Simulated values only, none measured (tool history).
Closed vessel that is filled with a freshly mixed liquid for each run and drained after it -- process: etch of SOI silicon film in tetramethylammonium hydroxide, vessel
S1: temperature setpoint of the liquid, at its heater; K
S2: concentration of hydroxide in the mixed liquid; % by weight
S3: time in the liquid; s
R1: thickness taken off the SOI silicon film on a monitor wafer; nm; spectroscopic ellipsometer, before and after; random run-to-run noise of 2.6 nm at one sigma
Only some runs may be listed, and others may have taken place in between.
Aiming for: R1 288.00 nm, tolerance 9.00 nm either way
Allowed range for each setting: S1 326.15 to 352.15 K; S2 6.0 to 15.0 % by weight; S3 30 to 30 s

run  hour      S1    S2  S3      R1
  1   0.0  339.15  10.0  30  164.29
  2   8.2  339.15  10.0  30  164.73
  3  15.4  336.15  10.0  30  135.79
  4  17.5  336.15  10.0  30  135.32
  5  22.2  336.15  10.0  30  134.94
  6  27.3  336.15   9.0  30  143.70
  7  35.7  338.65   9.0  30  164.47
  8  38.8  340.65   9.0  30  185.63
  9  40.6  347.15   9.0  30  272.83
 10  41.7  347.15   9.0  30  270.14

Consider the 5 candidate settings below. Which is the only one whose results all fall within their allowed miss of target?
  A  42.8  347.15   9.5  30   ?
  B  42.8  345.65   7.0  30   ?
  C  42.8  346.15   8.0  30   ?
  D  42.8  347.65   8.0  30   ?
  E  42.8  348.15  10.5  30   ?

move      R1
   A  267.01
   B  270.17
   C  267.68
   D  291.77
   E  272.50
A: lands further from the targets than the last run did
B: about the same distance from the targets as the last run
C: lands further from the targets than the last run did
D: all results in spec
E: closes in on the targets versus the last run, not all within tolerance yet
D meets every target.
